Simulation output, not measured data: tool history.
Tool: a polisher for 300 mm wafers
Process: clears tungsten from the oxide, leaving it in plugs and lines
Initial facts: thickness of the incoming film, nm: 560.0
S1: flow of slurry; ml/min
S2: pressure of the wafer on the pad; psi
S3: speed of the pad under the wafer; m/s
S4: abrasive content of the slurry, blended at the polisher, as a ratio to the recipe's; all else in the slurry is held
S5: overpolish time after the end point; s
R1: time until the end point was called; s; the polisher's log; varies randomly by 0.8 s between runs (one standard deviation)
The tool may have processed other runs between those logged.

run 1 hour=0 | S1=195 S2=4 S3=1 S4=1 S5=12 | R1=140.85
run 2 hour=7 | S1=195 S2=4 S3=1 S4=1 S5=9 | R1=138.1
run 3 hour=13.6 | S1=195 S2=4.4 S3=1 S4=1 S5=9 | R1=124.82
run 4 hour=17.5 | S1=195 S2=4.7 S3=1 S4=1 S5=9 | R1=115.97
run 5 hour=25.8 | S1=195 S2=4.7 S3=0.88 S4=1 S5=9 | R1=132.71
run 6 hour=33.5 | S1=195 S2=4.7 S3=1 S4=1 S5=9 | R1=118.4

For run 7, what comes out?
run 7 hour=40.6 | S1=205 S2=5.8 S3=1.1 S4=1 S5=9 | R1=?

Logged for run 7: R1 87.26 s.
